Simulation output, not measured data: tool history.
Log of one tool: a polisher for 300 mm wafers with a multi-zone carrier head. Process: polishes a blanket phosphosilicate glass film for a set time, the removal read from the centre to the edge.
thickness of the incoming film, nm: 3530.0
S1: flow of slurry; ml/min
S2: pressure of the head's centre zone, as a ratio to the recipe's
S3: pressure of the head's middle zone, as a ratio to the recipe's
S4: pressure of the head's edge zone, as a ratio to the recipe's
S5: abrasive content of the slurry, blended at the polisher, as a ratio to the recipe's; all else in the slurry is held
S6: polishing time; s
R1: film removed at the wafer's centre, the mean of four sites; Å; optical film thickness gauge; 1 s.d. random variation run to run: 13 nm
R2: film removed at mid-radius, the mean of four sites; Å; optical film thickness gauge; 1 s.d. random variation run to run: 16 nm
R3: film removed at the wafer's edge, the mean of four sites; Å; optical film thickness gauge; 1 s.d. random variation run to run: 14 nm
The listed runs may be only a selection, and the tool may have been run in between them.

run  hour   S1    S2    S3    S4    S5   S6       R1       R2       R3
  1   0.0  240  1.00  1.00  1.00  1.00   72   7277.4   7697.5   7073.6
  2   5.2  240  1.00  1.00  1.00  1.00   87   8595.6   8872.6   8591.9
  3   7.6  245  1.00  1.05  1.00  1.05   87   8809.1   9622.6   8488.4
  4  16.6  245  1.00  1.05  1.00  1.05  100   9979.1  11204.0  10382.0
  5  18.0  245  1.00  1.07  0.99  1.05  100   9761.8  11163.0  10042.0
  6  25.6  245  1.00  1.07  0.99  1.05  112  11421.0  12663.0  11231.0
  7  31.3  240  0.98  1.07  0.96  1.00  112  11125.0  12166.0  11035.0
  8  36.0  240  0.96  1.10  0.95  0.95  111  10622.0  11911.0  10644.0

Run 9 is up next; what results do you expect?
  9  37.7  245  0.95  1.12  0.94  0.90  110   ?   ?   ?

{"run 9": {"R1": 10269.0, "R2": 12159.0, "R3": 10239.0}}

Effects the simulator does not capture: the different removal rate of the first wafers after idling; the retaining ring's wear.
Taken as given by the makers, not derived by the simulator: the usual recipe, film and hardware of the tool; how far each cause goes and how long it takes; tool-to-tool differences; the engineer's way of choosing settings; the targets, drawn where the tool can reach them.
